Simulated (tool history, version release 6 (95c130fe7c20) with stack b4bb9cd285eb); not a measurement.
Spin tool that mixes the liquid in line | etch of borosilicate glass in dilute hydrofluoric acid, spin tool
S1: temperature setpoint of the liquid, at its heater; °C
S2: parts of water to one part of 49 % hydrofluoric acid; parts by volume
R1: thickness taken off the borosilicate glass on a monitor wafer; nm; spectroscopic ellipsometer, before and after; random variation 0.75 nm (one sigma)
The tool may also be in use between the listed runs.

{"run": 1, "hour": 0.0, "S1": 24, "S2": 155, "time under the liquid (s)": 285, "R1": 44.353}
{"run": 2, "hour": 1.3, "S1": 24, "S2": 155, "time under the liquid (s)": 305, "R1": 47.524}
{"run": 3, "hour": 3.6, "S1": 24, "S2": 115, "time under the liquid (s)": 305, "R1": 67.164}
{"run": 4, "hour": 11.6, "S1": 24, "S2": 145, "time under the liquid (s)": 305, "R1": 51.433}
{"run": 5, "hour": 18.6, "S1": 25.5, "S2": 135, "time under the liquid (s)": 305, "R1": 59.689}
{"run": 6, "hour": 25.3, "S1": 25.5, "S2": 135, "time under the liquid (s)": 285, "R1": 55.105}
{"run": 7, "hour": 26.4, "S1": 27, "S2": 125, "time under the liquid (s)": 285, "R1": 64.963}
{"run": 8, "hour": 30.6, "S1": 28, "S2": 120, "time under the liquid (s)": 285, "R1": 69.887}

Run 9 comes next. What will it give?
{"run": 9, "hour": 37.3, "S1": 29, "S2": 115, "time under the liquid (s)": 285, "R1": "?"}

R1: 76.325 nm
